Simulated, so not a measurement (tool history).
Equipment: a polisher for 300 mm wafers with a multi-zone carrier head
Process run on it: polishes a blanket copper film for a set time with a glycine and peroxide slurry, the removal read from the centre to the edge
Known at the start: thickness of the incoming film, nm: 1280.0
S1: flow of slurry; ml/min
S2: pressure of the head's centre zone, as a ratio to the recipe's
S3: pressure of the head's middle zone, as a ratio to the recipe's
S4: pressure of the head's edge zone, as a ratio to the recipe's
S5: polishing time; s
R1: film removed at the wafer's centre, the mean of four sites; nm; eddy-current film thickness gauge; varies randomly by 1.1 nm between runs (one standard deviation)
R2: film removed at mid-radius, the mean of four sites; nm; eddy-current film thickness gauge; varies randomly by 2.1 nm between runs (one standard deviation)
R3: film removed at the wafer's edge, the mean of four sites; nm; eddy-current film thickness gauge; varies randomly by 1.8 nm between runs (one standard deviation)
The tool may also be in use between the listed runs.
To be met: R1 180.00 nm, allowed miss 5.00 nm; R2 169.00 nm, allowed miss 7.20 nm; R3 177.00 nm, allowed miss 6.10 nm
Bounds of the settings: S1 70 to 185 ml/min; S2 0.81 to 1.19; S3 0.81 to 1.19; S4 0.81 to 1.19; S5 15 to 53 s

run 1 hour=0.0 | S1=120 S2=1.00 S3=1.00 S4=1.00 S5=34 | R1=224.27 R2=221.80 R3=226.48
run 2 hour=4.6 | S1=120 S2=1.00 S3=1.00 S4=0.96 S5=34 | R1=222.74 R2=221.67 R3=218.84
run 3 hour=10.7 | S1=115 S2=0.99 S3=0.98 S4=0.94 S5=34 | R1=216.40 R2=213.96 R3=215.00
run 4 hour=12.8 | S1=110 S2=0.99 S3=0.96 S4=0.92 S5=33 | R1=209.82 R2=201.48 R3=208.42
run 5 hour=21.3 | S1=105 S2=0.99 S3=0.96 S4=0.90 S5=32 | R1=196.43 R2=196.20 R3=197.13
run 6 hour=22.3 | S1=85 S2=0.99 S3=0.96 S4=0.90 S5=32 | R1=184.96 R2=181.47 R3=188.24
run 7 hour=29.5 | S1=85 S2=1.00 S3=0.96 S4=0.89 S5=32 | R1=186.92 R2=180.96 R3=188.70
run 8 hour=34.5 | S1=85 S2=1.00 S3=0.96 S4=0.88 S5=32 | R1=187.09 R2=179.10 R3=186.54
run 9 hour=40.2 | S1=85 S2=1.00 S3=0.96 S4=0.87 S5=32 | R1=188.25 R2=180.88 R3=185.26

Pick the move, out of 4, that brings all results within their allowed miss; only one does.
run A hour=45.9 | S1=95 S2=1.10 S3=0.87 S4=1.06 S5=30 | R1=? R2=? R3=?
run B hour=45.9 | S1=70 S2=1.01 S3=0.92 S4=0.81 S5=33 | R1=? R2=? R3=?
run C hour=45.9 | S1=70 S2=1.05 S3=0.81 S4=0.98 S5=34 | R1=? R2=? R3=?
run D hour=45.9 | S1=105 S2=0.90 S3=0.89 S4=0.88 S5=33 | R1=? R2=? R3=?

move=A R1=199.43 R2=163.77 R3=195.80
move=B R1=179.34 R2=170.98 R3=178.03
move=C R1=192.00 R2=158.55 R3=200.39
move=D R1=184.93 R2=188.88 R3=200.77
A: misses by more than the last run did
B: all results land within tolerance of their targets
C: misses by more than the last run did
D: gets the furthest-off result to its target, but another result is out of tolerance
The right move is B.

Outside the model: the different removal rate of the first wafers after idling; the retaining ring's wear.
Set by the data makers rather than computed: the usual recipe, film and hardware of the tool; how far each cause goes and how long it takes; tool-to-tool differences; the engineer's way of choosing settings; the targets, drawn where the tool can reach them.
